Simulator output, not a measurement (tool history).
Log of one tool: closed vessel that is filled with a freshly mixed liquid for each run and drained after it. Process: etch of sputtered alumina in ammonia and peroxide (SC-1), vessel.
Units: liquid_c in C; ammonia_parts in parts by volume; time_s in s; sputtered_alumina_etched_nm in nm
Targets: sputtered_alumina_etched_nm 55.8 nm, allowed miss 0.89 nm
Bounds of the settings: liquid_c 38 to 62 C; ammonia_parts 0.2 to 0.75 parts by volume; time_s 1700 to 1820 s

| run | day | liquid_c | ammonia_parts | time_s | sputtered_alumina_etched_nm |
|---|---|---|---|---|---|
| 1 | 0 | 46 | 0.45 | 1700 | 75.517 |
| 2 | 0.1 | 45.5 | 0.45 | 1700 | 73.671 |
| 3 | 0.412 | 45.5 | 0.45 | 1820 | 78.839 |
| 4 | 0.646 | 38.5 | 0.45 | 1820 | 52.42 |
| 5 | 1.017 | 39 | 0.45 | 1820 | 54.277 |
| 6 | 1.083 | 39 | 0.45 | 1700 | 49.992 |
| 7 | 1.212 | 39 | 0.45 | 1700 | 50.447 |
| 8 | 1.279 | 40 | 0.45 | 1700 | 53.759 |

Which of these 5 next moves meets every target?
| A | 1.346 | 39.5 | 0.5 | 1800 | ? |
| B | 1.346 | 40 | 0.5 | 1820 | ? |
| C | 1.346 | 40.5 | 0.35 | 1700 | ? |
| D | 1.346 | 40.5 | 0.45 | 1820 | ? |
| E | 1.346 | 39 | 0.5 | 1810 | ? |

| move | sputtered_alumina_etched_nm |
|---|---|
| A | 55.369 |
| B | 57.664 |
| C | 53.609 |
| D | 58.792 |
| E | 54.048 |
A: meets every target
B: takes the result that was furthest off past its target
C: further off than the last run
D: takes the result that was furthest off past its target
E: nearer than the last run, and not there yet
The right move is A.

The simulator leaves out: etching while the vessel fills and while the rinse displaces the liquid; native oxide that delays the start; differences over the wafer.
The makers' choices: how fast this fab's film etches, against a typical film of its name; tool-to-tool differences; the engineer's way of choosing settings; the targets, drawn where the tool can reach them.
